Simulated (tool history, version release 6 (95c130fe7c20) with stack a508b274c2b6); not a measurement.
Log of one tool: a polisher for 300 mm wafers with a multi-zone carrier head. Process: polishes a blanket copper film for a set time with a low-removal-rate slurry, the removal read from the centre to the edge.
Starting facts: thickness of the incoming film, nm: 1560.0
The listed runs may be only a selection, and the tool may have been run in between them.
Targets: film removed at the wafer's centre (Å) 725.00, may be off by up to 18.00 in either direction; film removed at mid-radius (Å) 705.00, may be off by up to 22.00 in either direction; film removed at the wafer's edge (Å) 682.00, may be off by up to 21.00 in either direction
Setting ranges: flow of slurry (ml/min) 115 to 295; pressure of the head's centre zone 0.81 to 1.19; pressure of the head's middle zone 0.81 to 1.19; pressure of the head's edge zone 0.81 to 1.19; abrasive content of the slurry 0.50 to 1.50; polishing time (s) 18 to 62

run,day,flow of slurry (ml/min),pressure of the head's centre zone,pressure of the head's middle zone,pressure of the head's edge zone,abrasive content of the slurry,polishing time (s),film removed at the wafer's centre (Å),film removed at mid-radius (Å),film removed at the wafer's edge (Å)
1,0.000,190,1.00,1.00,1.00,1.00,40,829.76,824.93,845.75
2,0.346,185,1.00,0.99,0.95,0.90,40,796.56,805.25,799.04
3,0.483,185,1.00,0.99,0.95,1.05,40,832.58,832.91,845.73
4,0.617,185,1.00,0.99,0.95,0.95,40,812.52,801.29,811.53
5,0.671,225,1.00,0.99,0.95,0.95,40,837.12,839.16,823.46
6,0.967,225,1.00,0.99,0.95,0.95,50,1050.70,1038.10,1041.90
7,1.079,235,0.99,0.97,0.93,0.85,47,947.82,946.23,938.33
8,1.238,240,0.99,0.95,0.91,0.75,45,884.19,872.81,848.30
9,1.421,240,0.98,0.92,0.89,0.70,44,846.41,822.36,825.51
10,1.608,235,0.98,0.92,0.87,0.65,43,806.48,789.20,774.07
11,1.629,225,0.98,0.91,0.85,0.60,43,800.38,760.79,751.36
12,1.754,175,0.94,0.94,0.81,0.50,42,685.19,703.00,684.96
13,2.088,185,0.95,0.94,0.81,0.50,42,700.93,693.27,674.06
14,2.358,190,0.95,0.94,0.81,0.50,42,696.32,706.52,693.34

Which one of the following 5 next-run settings gets every result inside its allowed miss? There is exactly one.
A,2.629,120,1.03,0.98,0.83,0.50,44,?,?,?
B,2.629,175,0.90,0.89,0.85,0.55,44,?,?,?
C,2.629,185,0.95,1.02,0.81,0.65,38,?,?,?
D,2.629,205,0.85,0.83,0.88,0.50,44,?,?,?
E,2.629,240,0.87,0.98,0.88,0.50,41,?,?,?

move,film removed at the wafer's centre (Å),film removed at mid-radius (Å),film removed at the wafer's edge (Å)
A,725.85,715.66,684.47
B,713.72,729.43,744.93
C,679.02,734.56,657.70
D,681.47,692.59,753.51
E,663.40,748.49,711.38
A: all results in spec
B: gets the furthest-off result to its target, but another result is out of tolerance
C: moves away from the targets compared with the last run
D: moves away from the targets compared with the last run
E: moves away from the targets compared with the last run
The right move is A.
